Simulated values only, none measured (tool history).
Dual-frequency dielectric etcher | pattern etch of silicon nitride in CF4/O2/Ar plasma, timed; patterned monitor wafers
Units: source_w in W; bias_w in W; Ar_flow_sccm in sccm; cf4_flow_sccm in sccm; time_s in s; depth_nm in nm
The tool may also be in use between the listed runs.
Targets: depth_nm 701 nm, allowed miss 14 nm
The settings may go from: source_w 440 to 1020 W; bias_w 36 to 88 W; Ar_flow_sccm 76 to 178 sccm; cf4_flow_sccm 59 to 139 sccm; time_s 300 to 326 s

Run 1, hour 0: source_w 730 W, bias_w 62 W, Ar_flow_sccm 127 sccm, cf4_flow_sccm 99 sccm, time_s 326 s. Result: depth_nm 831.81 nm.
Run 2, hour 3.7: source_w 730 W, bias_w 62 W, Ar_flow_sccm 127 sccm, cf4_flow_sccm 117 sccm, time_s 326 s. Result: depth_nm 851.54 nm.
Run 3, hour 7.2: source_w 730 W, bias_w 72 W, Ar_flow_sccm 127 sccm, cf4_flow_sccm 117 sccm, time_s 326 s. Result: depth_nm 908.23 nm.
Run 4, hour 11.9: source_w 730 W, bias_w 72 W, Ar_flow_sccm 116 sccm, cf4_flow_sccm 117 sccm, time_s 326 s. Result: depth_nm 913.36 nm.
At hour 18.3: bias power generator calibrated.
Run 5, hour 18.3: source_w 730 W, bias_w 72 W, Ar_flow_sccm 134 sccm, cf4_flow_sccm 117 sccm, time_s 326 s. Result: depth_nm 901.69 nm.
Run 6, hour 23.3: source_w 700 W, bias_w 72 W, Ar_flow_sccm 134 sccm, cf4_flow_sccm 117 sccm, time_s 326 s. Result: depth_nm 873.66 nm.
Run 7, hour 24.9: source_w 700 W, bias_w 72 W, Ar_flow_sccm 134 sccm, cf4_flow_sccm 117 sccm, time_s 326 s. Result: depth_nm 862.76 nm.
Run 8, hour 27.8: source_w 670 W, bias_w 72 W, Ar_flow_sccm 134 sccm, cf4_flow_sccm 117 sccm, time_s 326 s. Result: depth_nm 842.87 nm.
Run 9, hour 33.9: source_w 670 W, bias_w 72 W, Ar_flow_sccm 134 sccm, cf4_flow_sccm 117 sccm, time_s 326 s. Result: depth_nm 838.1 nm.
Run 10, hour 41.9: source_w 650 W, bias_w 72 W, Ar_flow_sccm 134 sccm, cf4_flow_sccm 117 sccm, time_s 326 s. Result: depth_nm 814.5 nm.
Run 11, hour 48: source_w 630 W, bias_w 72 W, Ar_flow_sccm 134 sccm, cf4_flow_sccm 117 sccm, time_s 326 s. Result: depth_nm 795.6 nm.
Run 12, hour 54.4: source_w 610 W, bias_w 72 W, Ar_flow_sccm 134 sccm, cf4_flow_sccm 117 sccm, time_s 326 s. Result: depth_nm 777.69 nm.
Run 13, hour 58.8: source_w 600 W, bias_w 72 W, Ar_flow_sccm 134 sccm, cf4_flow_sccm 117 sccm, time_s 326 s. Result: depth_nm 770.99 nm.
Run 14, hour 60.8: source_w 590 W, bias_w 72 W, Ar_flow_sccm 134 sccm, cf4_flow_sccm 117 sccm, time_s 326 s. Result: depth_nm 753.33 nm.
Run 15, hour 65.4: source_w 580 W, bias_w 72 W, Ar_flow_sccm 134 sccm, cf4_flow_sccm 117 sccm, time_s 326 s. Result: depth_nm 742.33 nm.
Run 16, hour 69.6: source_w 570 W, bias_w 72 W, Ar_flow_sccm 134 sccm, cf4_flow_sccm 117 sccm, time_s 326 s. Result: depth_nm 734.64 nm.
Run 17, hour 78.7: source_w 570 W, bias_w 72 W, Ar_flow_sccm 134 sccm, cf4_flow_sccm 117 sccm, time_s 326 s. Result: depth_nm 726.2 nm.
Run 18, hour 82.7: source_w 560 W, bias_w 72 W, Ar_flow_sccm 134 sccm, cf4_flow_sccm 117 sccm, time_s 326 s. Result: depth_nm 724.24 nm.

4 next moves are on the table. One of them brings every result within its allowed miss. Which?
Run A, hour 86.7: source_w 560 W, bias_w 78 W, Ar_flow_sccm 147 sccm, cf4_flow_sccm 97 sccm, time_s 302.5 s. Result: depth_nm ?.
Run B, hour 86.7: source_w 600 W, bias_w 71 W, Ar_flow_sccm 135 sccm, cf4_flow_sccm 113 sccm, time_s 316 s. Result: depth_nm ?.
Run C, hour 86.7: source_w 490 W, bias_w 76 W, Ar_flow_sccm 105 sccm, cf4_flow_sccm 128 sccm, time_s 315 s. Result: depth_nm ?.
Run D, hour 86.7: source_w 550 W, bias_w 76 W, Ar_flow_sccm 136 sccm, cf4_flow_sccm 116 sccm, time_s 314 s. Result: depth_nm ?.

move  depth_nm
   A    669.82
   B    735.57
   C    664.32
   D    700.41
A: takes the result that was furthest off past its target
B: further off than the last run
C: takes the result that was furthest off past its target
D: meets every target
Answer: D
